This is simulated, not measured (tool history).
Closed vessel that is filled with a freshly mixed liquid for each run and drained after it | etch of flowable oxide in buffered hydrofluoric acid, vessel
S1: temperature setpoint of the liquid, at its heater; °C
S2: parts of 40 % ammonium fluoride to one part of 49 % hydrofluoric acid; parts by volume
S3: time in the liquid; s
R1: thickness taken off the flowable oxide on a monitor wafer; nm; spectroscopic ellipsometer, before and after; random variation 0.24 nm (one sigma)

run 1 hour=0 | S1=25 S2=23.5 S3=30 | R1=38.68
run 2 hour=7.2 | S1=28 S2=23.5 S3=30 | R1=44.776
run 3 hour=10.8 | S1=28 S2=29.5 S3=30 | R1=38.69
run 4 hour=19 | S1=27 S2=29.5 S3=30 | R1=36.696
run 5 hour=20.1 | S1=27 S2=29.5 S3=30 | R1=36.167
run 6 hour=21.8 | S1=30 S2=29.5 S3=30 | R1=42.68
run 7 hour=30.5 | S1=28.5 S2=29.5 S3=30 | R1=39.671

Run 8 comes next. What will it give?
run 8 hour=35.3 | S1=27.5 S2=29.5 S3=30 | R1=?

R1: 37.289 nm

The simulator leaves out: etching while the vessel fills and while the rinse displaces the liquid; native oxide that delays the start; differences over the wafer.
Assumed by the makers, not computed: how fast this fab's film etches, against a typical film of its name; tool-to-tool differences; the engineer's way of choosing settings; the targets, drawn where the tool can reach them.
